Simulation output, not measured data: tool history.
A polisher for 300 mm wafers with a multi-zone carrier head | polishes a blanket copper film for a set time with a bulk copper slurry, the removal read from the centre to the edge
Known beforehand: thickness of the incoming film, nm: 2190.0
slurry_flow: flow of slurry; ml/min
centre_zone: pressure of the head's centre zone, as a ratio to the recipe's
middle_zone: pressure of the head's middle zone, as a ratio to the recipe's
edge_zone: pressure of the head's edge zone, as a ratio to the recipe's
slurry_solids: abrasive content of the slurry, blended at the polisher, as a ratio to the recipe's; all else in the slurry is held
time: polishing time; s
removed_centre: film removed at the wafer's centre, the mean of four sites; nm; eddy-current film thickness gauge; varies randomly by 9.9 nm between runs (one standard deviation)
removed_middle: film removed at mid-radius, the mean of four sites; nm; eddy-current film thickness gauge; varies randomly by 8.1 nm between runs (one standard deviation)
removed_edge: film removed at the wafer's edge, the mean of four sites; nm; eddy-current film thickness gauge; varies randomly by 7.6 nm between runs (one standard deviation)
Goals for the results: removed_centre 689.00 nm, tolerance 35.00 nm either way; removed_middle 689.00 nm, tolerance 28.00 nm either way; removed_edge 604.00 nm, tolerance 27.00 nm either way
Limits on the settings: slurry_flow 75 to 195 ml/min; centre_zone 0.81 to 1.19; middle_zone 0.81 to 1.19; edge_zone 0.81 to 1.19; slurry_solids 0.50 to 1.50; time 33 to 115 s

run  hour  slurry_flow  centre_zone  middle_zone  edge_zone  slurry_solids  time  removed_centre  removed_middle  removed_edge
  1   0.0          125         1.00         1.00       1.00           1.00    73          506.74          498.02        493.98
  2   8.7          135         1.02         1.03       1.01           1.10    74          532.75          540.79        530.27
  3   9.5          145         1.05         1.05       1.00           1.15    75          575.52          564.28        544.49
  4  14.8          150         1.07         1.07       1.00           1.20    76          603.27          604.19        549.11
  5  17.4          150         1.07         0.99       1.00           1.20    76          605.83          562.01        548.96
  6  18.6          150         1.00         0.99       1.00           1.20    76          569.94          550.04        548.96
  7  20.5          155         1.02         1.02       1.00           1.25    76          579.71          582.27        572.15
  8  27.1          155         1.02         1.02       1.00           1.25    76          589.12          579.31        554.66
  9  34.8          160         1.04         1.04       1.00           1.30    76          601.69          596.03        570.45
 10  40.9          165         1.06         1.06       1.00           1.30    76          612.50          610.62        576.78

Pick the move, out of 5, that brings all results within their allowed miss; only one does.
  A  47.0          125         1.01         1.19       0.82           1.35    80               ?               ?             ?
  B  47.0          195         1.12         1.01       1.03           1.30    79               ?               ?             ?
  C  47.0          170         1.01         1.03       1.02           1.35    79               ?               ?             ?
  D  47.0          195         1.17         1.19       1.09           1.30    76               ?               ?             ?
  E  47.0          195         1.15         1.18       0.81           1.40    76               ?               ?             ?

move  removed_centre  removed_middle  removed_edge
   A          587.55          679.12        525.23
   B          685.77          621.05        603.95
   C          615.09          624.26        596.96
   D          687.61          687.28        596.15
   E          687.56          693.53        527.03
A: brings the last run's worst result on target, with another outside its allowed miss
B: closes in on the targets versus the last run, not all within tolerance yet
C: closes in on the targets versus the last run, not all within tolerance yet
D: every result lands within tolerance
E: brings the last run's worst result on target, with another outside its allowed miss
The right move is D.

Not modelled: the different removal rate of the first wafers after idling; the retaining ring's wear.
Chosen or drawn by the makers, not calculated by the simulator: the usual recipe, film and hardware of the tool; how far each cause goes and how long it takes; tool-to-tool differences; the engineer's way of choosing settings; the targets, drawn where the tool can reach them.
